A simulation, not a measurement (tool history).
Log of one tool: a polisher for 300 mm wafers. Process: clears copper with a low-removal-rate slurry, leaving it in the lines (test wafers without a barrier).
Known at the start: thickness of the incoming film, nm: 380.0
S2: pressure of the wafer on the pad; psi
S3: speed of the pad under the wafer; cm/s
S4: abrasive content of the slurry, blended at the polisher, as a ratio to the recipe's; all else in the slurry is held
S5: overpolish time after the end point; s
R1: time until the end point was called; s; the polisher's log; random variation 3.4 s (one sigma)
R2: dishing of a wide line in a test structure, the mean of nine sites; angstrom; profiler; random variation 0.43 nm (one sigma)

{"run": 1, "hour": 0.0, "flow of slurry (ml/min)": 195, "S2": 3.3, "S3": 84, "S4": 1.0, "S5": 12, "R1": 184.25, "R2": 187.45}
{"run": 2, "hour": 6.4, "flow of slurry (ml/min)": 195, "S2": 3.3, "S3": 68, "S4": 1.0, "S5": 12, "R1": 224.88, "R2": 164.9}
{"run": 3, "hour": 15.2, "flow of slurry (ml/min)": 195, "S2": 3.3, "S3": 54, "S4": 1.0, "S5": 12, "R1": 285.08, "R2": 130.08}
{"run": 4, "hour": 19.3, "flow of slurry (ml/min)": 195, "S2": 3.2, "S3": 54, "S4": 1.0, "S5": 13, "R1": 285.38, "R2": 134.67}
{"run": 5, "hour": 28.2, "flow of slurry (ml/min)": 195, "S2": 3.2, "S3": 54, "S4": 0.8, "S5": 13, "R1": 306.17, "R2": 128.09}
{"run": 6, "hour": 33.8, "flow of slurry (ml/min)": 195, "S2": 3.2, "S3": 54, "S4": 0.8, "S5": 14, "R1": 309.02, "R2": 133.3}
{"hour": 39.4, "done": "worn pad replaced by a new one"}
{"run": 7, "hour": 39.4, "flow of slurry (ml/min)": 195, "S2": 3.2, "S3": 54, "S4": 0.8, "S5": 15, "R1": 291.26, "R2": 153.33}

Run 8 comes next. What will it give?
{"run": 8, "hour": 42.1, "flow of slurry (ml/min)": 190, "S2": 3.1, "S3": 54, "S4": 0.8, "S5": 16, "R1": "?", "R2": "?"}

R1: 294.52 s
R2: 163.05 angstrom

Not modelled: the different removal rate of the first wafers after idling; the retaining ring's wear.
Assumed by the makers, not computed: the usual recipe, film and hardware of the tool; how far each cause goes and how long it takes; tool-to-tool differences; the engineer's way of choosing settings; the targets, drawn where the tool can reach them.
